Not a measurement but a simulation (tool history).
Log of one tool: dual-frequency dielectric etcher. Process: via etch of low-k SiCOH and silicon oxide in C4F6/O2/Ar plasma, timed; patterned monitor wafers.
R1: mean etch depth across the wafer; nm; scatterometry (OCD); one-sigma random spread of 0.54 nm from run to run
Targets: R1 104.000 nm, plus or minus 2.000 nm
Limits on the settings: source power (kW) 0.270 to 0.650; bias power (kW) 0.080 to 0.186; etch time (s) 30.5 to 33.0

{"run": 1, "hour": 0.0, "source power (kW)": 0.46, "bias power (kW)": 0.133, "etch time (s)": 33.0, "R1": 89.208}
{"run": 2, "hour": 4.1, "source power (kW)": 0.46, "bias power (kW)": 0.133, "etch time (s)": 33.0, "R1": 88.407}
{"run": 3, "hour": 6.8, "source power (kW)": 0.41, "bias power (kW)": 0.133, "etch time (s)": 33.0, "R1": 86.941}
{"run": 4, "hour": 7.7, "source power (kW)": 0.41, "bias power (kW)": 0.133, "etch time (s)": 33.0, "R1": 86.444}
{"run": 5, "hour": 13.6, "source power (kW)": 0.43, "bias power (kW)": 0.136, "etch time (s)": 33.0, "R1": 87.665}
{"run": 6, "hour": 19.7, "source power (kW)": 0.43, "bias power (kW)": 0.136, "etch time (s)": 30.5, "R1": 81.751}
{"run": 7, "hour": 23.6, "source power (kW)": 0.45, "bias power (kW)": 0.14, "etch time (s)": 31.0, "R1": 85.93}
{"run": 8, "hour": 31.7, "source power (kW)": 0.55, "bias power (kW)": 0.148, "etch time (s)": 31.0, "R1": 91.849}
{"run": 9, "hour": 37.6, "source power (kW)": 0.55, "bias power (kW)": 0.148, "etch time (s)": 31.0, "R1": 90.897}
{"run": 10, "hour": 46.5, "source power (kW)": 0.56, "bias power (kW)": 0.151, "etch time (s)": 31.0, "R1": 92.372}
{"run": 11, "hour": 51.6, "source power (kW)": 0.57, "bias power (kW)": 0.154, "etch time (s)": 31.0, "R1": 95.2}
{"run": 12, "hour": 53.1, "source power (kW)": 0.58, "bias power (kW)": 0.156, "etch time (s)": 31.0, "R1": 95.266}
{"run": 13, "hour": 56.3, "source power (kW)": 0.58, "bias power (kW)": 0.158, "etch time (s)": 31.0, "R1": 95.936}
{"run": 14, "hour": 57.9, "source power (kW)": 0.58, "bias power (kW)": 0.16, "etch time (s)": 31.0, "R1": 96.122}
{"run": 15, "hour": 60.6, "source power (kW)": 0.58, "bias power (kW)": 0.162, "etch time (s)": 31.0, "R1": 96.23}
{"run": 16, "hour": 62.3, "source power (kW)": 0.59, "bias power (kW)": 0.164, "etch time (s)": 31.0, "R1": 97.231}
{"run": 17, "hour": 63.6, "source power (kW)": 0.59, "bias power (kW)": 0.166, "etch time (s)": 31.0, "R1": 97.475}
{"run": 18, "hour": 67.7, "source power (kW)": 0.59, "bias power (kW)": 0.167, "etch time (s)": 31.0, "R1": 98.104}

Which single option among these 5 for the next run brings every result within its allowed miss of target? Just one does.
{"run": "A", "hour": 71.8, "source power (kW)": 0.58, "bias power (kW)": 0.155, "etch time (s)": 31.0, "R1": "?"}
{"run": "B", "hour": 71.8, "source power (kW)": 0.55, "bias power (kW)": 0.186, "etch time (s)": 32.5, "R1": "?"}
{"run": "C", "hour": 71.8, "source power (kW)": 0.59, "bias power (kW)": 0.179, "etch time (s)": 30.5, "R1": "?"}
{"run": "D", "hour": 71.8, "source power (kW)": 0.56, "bias power (kW)": 0.179, "etch time (s)": 31.0, "R1": "?"}
{"run": "E", "hour": 71.8, "source power (kW)": 0.62, "bias power (kW)": 0.177, "etch time (s)": 33.0, "R1": "?"}

move=A R1=95.576
move=B R1=104.720
move=C R1=99.185
move=D R1=99.160
move=E R1=108.620
A: its largest miss is bigger than the last run's
B: every result within its allowed miss
C: better than the last run, though not everything is in spec
D: better than the last run, though not everything is in spec
E: moves the result that the last run missed by most past its target, out the other side
Correct choice: B, which meets every target
